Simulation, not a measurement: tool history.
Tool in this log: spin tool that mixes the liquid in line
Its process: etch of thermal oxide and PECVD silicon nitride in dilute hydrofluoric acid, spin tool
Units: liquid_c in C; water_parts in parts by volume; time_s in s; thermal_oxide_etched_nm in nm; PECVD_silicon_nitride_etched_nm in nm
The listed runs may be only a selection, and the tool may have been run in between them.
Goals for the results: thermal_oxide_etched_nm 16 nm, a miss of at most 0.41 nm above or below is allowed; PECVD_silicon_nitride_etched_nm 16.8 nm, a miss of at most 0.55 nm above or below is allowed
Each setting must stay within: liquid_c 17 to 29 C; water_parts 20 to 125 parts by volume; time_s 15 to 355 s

run    day  liquid_c  water_parts  time_s  thermal_oxide_etched_nm  PECVD_silicon_nitride_etched_nm
  1      0        21           70     180                   10.822                           13.088
  2  0.329      20.5           60     175                   12.189                           14.079
  3  0.675        20           55     170                   12.762                           14.577
  4  0.758        23           55     170                   14.612                           17.676
  5  0.788        23           55      95                   8.0758                           9.9736
  6  1.092      22.5           45     100                   10.454                           12.248
  7  1.446        22           40     100                   11.402                           13.164
  8  1.717        22           40     100                   11.393                           13.432
  9  2.075        22           40     100                    11.56                           13.327
 10  2.342      21.5           35     100                   12.794                           14.717
 11  2.567      20.5           30     100                    14.45                           15.884
 12  2.742        20           30     100                     14.3                           15.509
 13  2.871      19.5           25     100                   16.845                           17.574
 14  2.896      19.5           25     100                   16.642                           17.735
 15  2.962        19           25     100                   16.305                           16.951
 16  3.275      19.5           25     100                   16.897                           17.614

Which of these 4 next moves meets every target?
  A  3.588        21           20      80                        ?                                ?
  B  3.588      22.5           35     115                        ?                                ?
  C  3.588      22.5           40     135                        ?                                ?
  D  3.588      18.5           40     160                        ?                                ?

move  thermal_oxide_etched_nm  PECVD_silicon_nitride_etched_nm
   A                   18.195                           19.139
   B                   15.633                           17.841
   C                   15.954                           18.397
   D                   15.945                            16.51
A: lands further from the targets than the last run did
B: puts the biggest miss on target and leaves a different result outside tolerance
C: puts the biggest miss on target and leaves a different result outside tolerance
D: each result inside its tolerance
The right move is D.

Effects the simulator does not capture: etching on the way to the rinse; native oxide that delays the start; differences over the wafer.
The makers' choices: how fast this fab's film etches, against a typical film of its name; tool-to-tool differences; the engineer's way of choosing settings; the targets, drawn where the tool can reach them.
